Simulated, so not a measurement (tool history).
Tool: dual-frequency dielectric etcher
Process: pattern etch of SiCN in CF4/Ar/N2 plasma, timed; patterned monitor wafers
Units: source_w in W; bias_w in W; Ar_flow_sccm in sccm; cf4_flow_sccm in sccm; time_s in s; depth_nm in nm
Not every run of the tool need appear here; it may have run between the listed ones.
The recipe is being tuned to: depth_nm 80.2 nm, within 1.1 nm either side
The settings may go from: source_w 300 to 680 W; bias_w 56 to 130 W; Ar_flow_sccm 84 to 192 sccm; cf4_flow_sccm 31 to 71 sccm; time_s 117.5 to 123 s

Run 1, day 0: source_w 490 W, bias_w 93 W, Ar_flow_sccm 138 sccm, cf4_flow_sccm 51 sccm, time_s 117.5 s. Result: depth_nm 113.14 nm.
Run 2, day 0.221: source_w 490 W, bias_w 93 W, Ar_flow_sccm 121 sccm, cf4_flow_sccm 51 sccm, time_s 117.5 s. Result: depth_nm 115.75 nm.
Run 3, day 0.583: source_w 490 W, bias_w 93 W, Ar_flow_sccm 121 sccm, cf4_flow_sccm 51 sccm, time_s 117.5 s. Result: depth_nm 116.22 nm.
Run 4, day 0.742: source_w 450 W, bias_w 91 W, Ar_flow_sccm 121 sccm, cf4_flow_sccm 51 sccm, time_s 117.5 s. Result: depth_nm 105.47 nm.
Run 5, day 0.825: source_w 420 W, bias_w 91 W, Ar_flow_sccm 121 sccm, cf4_flow_sccm 51 sccm, time_s 117.5 s. Result: depth_nm 98.183 nm.
Run 6, day 0.896: source_w 400 W, bias_w 91 W, Ar_flow_sccm 121 sccm, cf4_flow_sccm 51 sccm, time_s 117.5 s. Result: depth_nm 93.082 nm.
Run 7, day 1.079: source_w 390 W, bias_w 91 W, Ar_flow_sccm 121 sccm, cf4_flow_sccm 51 sccm, time_s 117.5 s. Result: depth_nm 90.874 nm.
Run 8, day 1.242: source_w 380 W, bias_w 91 W, Ar_flow_sccm 121 sccm, cf4_flow_sccm 51 sccm, time_s 117.5 s. Result: depth_nm 88.943 nm.
Run 9, day 1.288: source_w 370 W, bias_w 91 W, Ar_flow_sccm 121 sccm, cf4_flow_sccm 51 sccm, time_s 117.5 s. Result: depth_nm 85.53 nm.
Run 10, day 1.454: source_w 360 W, bias_w 91 W, Ar_flow_sccm 121 sccm, cf4_flow_sccm 51 sccm, time_s 117.5 s. Result: depth_nm 83.98 nm.
Run 11, day 1.504: source_w 330 W, bias_w 91 W, Ar_flow_sccm 121 sccm, cf4_flow_sccm 51 sccm, time_s 117.5 s. Result: depth_nm 76.349 nm.
Run 12, day 1.629: source_w 340 W, bias_w 91 W, Ar_flow_sccm 121 sccm, cf4_flow_sccm 51 sccm, time_s 117.5 s. Result: depth_nm 78.914 nm.
Run 13, day 1.792: source_w 340 W, bias_w 91 W, Ar_flow_sccm 121 sccm, cf4_flow_sccm 51 sccm, time_s 117.5 s. Result: depth_nm 79.076 nm.

Which one of the following 5 next-run settings gets every result inside its allowed miss? There is exactly one.
Run A, day 1.954: source_w 310 W, bias_w 91 W, Ar_flow_sccm 97 sccm, cf4_flow_sccm 62 sccm, time_s 121 s. Result: depth_nm ?.
Run B, day 1.954: source_w 320 W, bias_w 84 W, Ar_flow_sccm 99 sccm, cf4_flow_sccm 57 sccm, time_s 121 s. Result: depth_nm ?.
Run C, day 1.954: source_w 350 W, bias_w 82 W, Ar_flow_sccm 137 sccm, cf4_flow_sccm 63 sccm, time_s 117.5 s. Result: depth_nm ?.
Run D, day 1.954: source_w 330 W, bias_w 95 W, Ar_flow_sccm 127 sccm, cf4_flow_sccm 51 sccm, time_s 120 s. Result: depth_nm ?.
Run E, day 1.954: source_w 320 W, bias_w 96 W, Ar_flow_sccm 104 sccm, cf4_flow_sccm 55 sccm, time_s 117.5 s. Result: depth_nm ?.

move  depth_nm
   A    77.941
   B    77.999
   C    80.575
   D    78.834
   E    77.599
A: misses by more than the last run did
B: misses by more than the last run did
C: all results land within tolerance of their targets
D: misses by more than the last run did
E: misses by more than the last run did
Go with C: it meets all targets.

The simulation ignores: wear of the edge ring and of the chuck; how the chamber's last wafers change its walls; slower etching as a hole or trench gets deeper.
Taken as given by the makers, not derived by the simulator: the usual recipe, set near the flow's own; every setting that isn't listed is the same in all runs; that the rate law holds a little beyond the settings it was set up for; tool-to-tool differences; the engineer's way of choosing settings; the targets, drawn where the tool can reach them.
